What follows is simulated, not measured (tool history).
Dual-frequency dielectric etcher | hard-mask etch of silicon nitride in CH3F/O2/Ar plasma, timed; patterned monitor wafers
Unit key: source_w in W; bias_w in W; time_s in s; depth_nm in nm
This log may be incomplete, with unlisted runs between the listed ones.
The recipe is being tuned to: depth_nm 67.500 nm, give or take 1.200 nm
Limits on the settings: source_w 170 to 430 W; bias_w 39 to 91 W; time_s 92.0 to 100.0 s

Run 1, hour 0.0: source_w 300 W, bias_w 65 W, time_s 100.0 s. Result: depth_nm 57.961 nm.
Run 2, hour 2.3: source_w 300 W, bias_w 59 W, time_s 100.0 s. Result: depth_nm 55.284 nm.
Run 3, hour 5.6: source_w 300 W, bias_w 59 W, time_s 92.0 s. Result: depth_nm 50.312 nm.
Run 4, hour 13.4: source_w 310 W, bias_w 61 W, time_s 92.0 s. Result: depth_nm 52.512 nm.
Run 5, hour 17.4: source_w 320 W, bias_w 63 W, time_s 92.0 s. Result: depth_nm 53.670 nm.
Run 6, hour 20.5: source_w 330 W, bias_w 65 W, time_s 92.0 s. Result: depth_nm 54.978 nm.
Run 7, hour 24.4: source_w 340 W, bias_w 67 W, time_s 92.0 s. Result: depth_nm 56.772 nm.
Run 8, hour 28.6: source_w 350 W, bias_w 68 W, time_s 92.0 s. Result: depth_nm 58.129 nm.
Run 9, hour 30.6: source_w 350 W, bias_w 68 W, time_s 92.0 s. Result: depth_nm 58.178 nm.
Run 10, hour 39.2: source_w 360 W, bias_w 69 W, time_s 92.0 s. Result: depth_nm 59.372 nm.
Run 11, hour 42.6: source_w 370 W, bias_w 70 W, time_s 92.0 s. Result: depth_nm 60.853 nm.
Run 12, hour 46.7: source_w 380 W, bias_w 70 W, time_s 92.0 s. Result: depth_nm 61.458 nm.
Run 13, hour 52.7: source_w 390 W, bias_w 71 W, time_s 92.0 s. Result: depth_nm 62.642 nm.
Run 14, hour 54.0: source_w 410 W, bias_w 73 W, time_s 92.0 s. Result: depth_nm 64.060 nm.
Run 15, hour 59.5: source_w 410 W, bias_w 73 W, time_s 92.0 s. Result: depth_nm 64.896 nm.
Run 16, hour 62.2: source_w 420 W, bias_w 74 W, time_s 92.0 s. Result: depth_nm 66.091 nm.

Exercise: of the 5 proposed moves below, exactly one satisfies all targets within the stated allowed misses. Which move is it?
Run A, hour 64.9: source_w 430 W, bias_w 68 W, time_s 93.5 s. Result: depth_nm ?.
Run B, hour 64.9: source_w 420 W, bias_w 60 W, time_s 98.0 s. Result: depth_nm ?.
Run C, hour 64.9: source_w 420 W, bias_w 79 W, time_s 92.0 s. Result: depth_nm ?.
Run D, hour 64.9: source_w 370 W, bias_w 79 W, time_s 93.0 s. Result: depth_nm ?.
Run E, hour 64.9: source_w 430 W, bias_w 63 W, time_s 94.5 s. Result: depth_nm ?.

move  depth_nm
   A    64.747
   B    63.616
   C    67.228
   D    64.107
   E    63.330
A: misses by more than the last run did
B: misses by more than the last run did
C: all results land within tolerance of their targets
D: misses by more than the last run did
E: misses by more than the last run did
C meets every target.
